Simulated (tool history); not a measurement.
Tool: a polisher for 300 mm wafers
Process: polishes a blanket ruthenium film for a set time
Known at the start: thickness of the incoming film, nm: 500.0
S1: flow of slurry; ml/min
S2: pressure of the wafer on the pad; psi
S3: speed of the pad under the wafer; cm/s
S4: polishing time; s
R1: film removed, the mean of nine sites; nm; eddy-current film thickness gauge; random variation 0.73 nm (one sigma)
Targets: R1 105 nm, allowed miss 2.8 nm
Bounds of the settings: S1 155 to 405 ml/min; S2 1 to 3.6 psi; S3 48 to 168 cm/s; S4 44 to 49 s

run	day	S1	S2	S3	S4	R1
1	0	260	2.3	108	49	71.033
2	0.271	260	2.7	108	49	81.461
3	0.396	260	2.7	120	49	89.15
4	0.5	265	2.8	120	49	92.29
5	0.879	300	2.8	120	49	93.86
6	0.942	300	2.8	104	49	82.742
7	1.229	300	2.9	104	49	85.26
8	1.283	300	3	104	49	87.617
9	1.312	300	3.1	104	49	89.668
10	1.621	305	3.2	104	49	92.632
11	1.717	305	3.3	104	49	96.392
12	1.842	310	3.4	104	49	98.315
13	1.896	315	3.5	104	49	99.379

5 next moves are on the table. One of them brings every result within its allowed miss. Which?
A	1.95	325	2.9	136	48	?
B	1.95	370	3.1	110	49	?
C	1.95	255	3.3	110	47	?
D	1.95	270	3.6	106	44	?
E	1.95	300	3.4	112	46	?

move	R1
A	105.94
B	96.591
C	95.164
D	93.892
E	98.491
A: meets every target
B: further off than the last run
C: further off than the last run
D: further off than the last run
E: further off than the last run
Answer: A

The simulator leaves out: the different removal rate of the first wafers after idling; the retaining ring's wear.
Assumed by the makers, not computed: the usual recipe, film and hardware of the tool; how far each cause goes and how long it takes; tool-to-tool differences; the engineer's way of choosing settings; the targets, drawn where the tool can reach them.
